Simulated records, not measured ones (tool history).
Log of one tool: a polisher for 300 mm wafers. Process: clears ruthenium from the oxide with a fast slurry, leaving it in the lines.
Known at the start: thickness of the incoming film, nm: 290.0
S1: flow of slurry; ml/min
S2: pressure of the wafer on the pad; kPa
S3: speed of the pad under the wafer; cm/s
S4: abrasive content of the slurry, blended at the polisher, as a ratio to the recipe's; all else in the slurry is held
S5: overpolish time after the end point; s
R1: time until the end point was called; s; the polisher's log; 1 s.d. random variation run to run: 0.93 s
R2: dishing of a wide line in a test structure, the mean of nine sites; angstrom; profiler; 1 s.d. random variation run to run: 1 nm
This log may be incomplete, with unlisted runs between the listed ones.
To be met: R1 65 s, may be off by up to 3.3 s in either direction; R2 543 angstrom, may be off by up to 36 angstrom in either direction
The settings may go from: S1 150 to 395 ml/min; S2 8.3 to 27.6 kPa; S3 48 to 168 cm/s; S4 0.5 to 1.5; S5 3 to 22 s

{"run": 1, "hour": 0.0, "S1": 250, "S2": 17.9, "S3": 108, "S4": 1, "S5": 11, "R1": 96.02, "R2": 343.81}
{"run": 2, "hour": 7.0, "S1": 250, "S2": 18.6, "S3": 108, "S4": 1, "S5": 11, "R1": 91.488, "R2": 347.51}
{"run": 3, "hour": 9.5, "S1": 250, "S2": 19.3, "S3": 108, "S4": 1, "S5": 11, "R1": 87.428, "R2": 360.78}
{"run": 4, "hour": 15.9, "S1": 250, "S2": 20, "S3": 108, "S4": 1, "S5": 11, "R1": 86.549, "R2": 371.24}
{"run": 5, "hour": 19.1, "S1": 215, "S2": 20, "S3": 108, "S4": 1, "S5": 11, "R1": 88.092, "R2": 349.5}
{"run": 6, "hour": 20.1, "S1": 215, "S2": 20, "S3": 108, "S4": 1, "S5": 8, "R1": 86.671, "R2": 270.73}
{"run": 7, "hour": 27.6, "S1": 220, "S2": 20.7, "S3": 108, "S4": 1, "S5": 9, "R1": 83.715, "R2": 313.06}
{"run": 8, "hour": 29.3, "S1": 225, "S2": 21.4, "S3": 108, "S4": 1, "S5": 9, "R1": 81.227, "R2": 323.88}
{"run": 9, "hour": 33.4, "S1": 230, "S2": 22.1, "S3": 108, "S4": 1, "S5": 9, "R1": 76.434, "R2": 331.81}
{"run": 10, "hour": 35.2, "S1": 235, "S2": 22.1, "S3": 108, "S4": 1, "S5": 9, "R1": 79.33, "R2": 344.5}
{"run": 11, "hour": 43.1, "S1": 235, "S2": 22.1, "S3": 108, "S4": 1, "S5": 9, "R1": 79.399, "R2": 326.12}
{"run": 12, "hour": 44.1, "S1": 235, "S2": 22.8, "S3": 108, "S4": 1, "S5": 9, "R1": 74.911, "R2": 332.62}
{"run": 13, "hour": 45.9, "S1": 235, "S2": 22.8, "S3": 108, "S4": 1, "S5": 10, "R1": 76.185, "R2": 375.2}
{"run": 14, "hour": 52.7, "S1": 240, "S2": 23.4, "S3": 108, "S4": 1, "S5": 10, "R1": 74.315, "R2": 392.42}

Which one of the following 5 next-run settings gets every result inside its allowed miss? There is exactly one.
{"run": "A", "hour": 59.5, "S1": 230, "S2": 23.4, "S3": 118, "S4": 1.25, "S5": 6, "R1": "?", "R2": "?"}
{"run": "B", "hour": 59.5, "S1": 275, "S2": 18.6, "S3": 118, "S4": 1.1, "S5": 17, "R1": "?", "R2": "?"}
{"run": "C", "hour": 59.5, "S1": 205, "S2": 24.1, "S3": 120, "S4": 1, "S5": 18, "R1": "?", "R2": "?"}
{"run": "D", "hour": 59.5, "S1": 230, "S2": 26.2, "S3": 112, "S4": 1, "S5": 7, "R1": "?", "R2": "?"}
{"run": "E", "hour": 59.5, "S1": 160, "S2": 27.6, "S3": 100, "S4": 1.2, "S5": 13, "R1": "?", "R2": "?"}

move=A R1=60.008 R2=284.65
move=B R1=77.566 R2=578.46
move=C R1=63.786 R2=716.16
move=D R1=62.083 R2=318.37
move=E R1=63.966 R2=541.79
A: misses by more than the last run did
B: brings the result that was furthest off to its target, and leaves another outside
C: takes the biggest miss from the last run beyond its target
D: misses by more than the last run did
E: every result lands within tolerance
Correct choice: E, which meets every target

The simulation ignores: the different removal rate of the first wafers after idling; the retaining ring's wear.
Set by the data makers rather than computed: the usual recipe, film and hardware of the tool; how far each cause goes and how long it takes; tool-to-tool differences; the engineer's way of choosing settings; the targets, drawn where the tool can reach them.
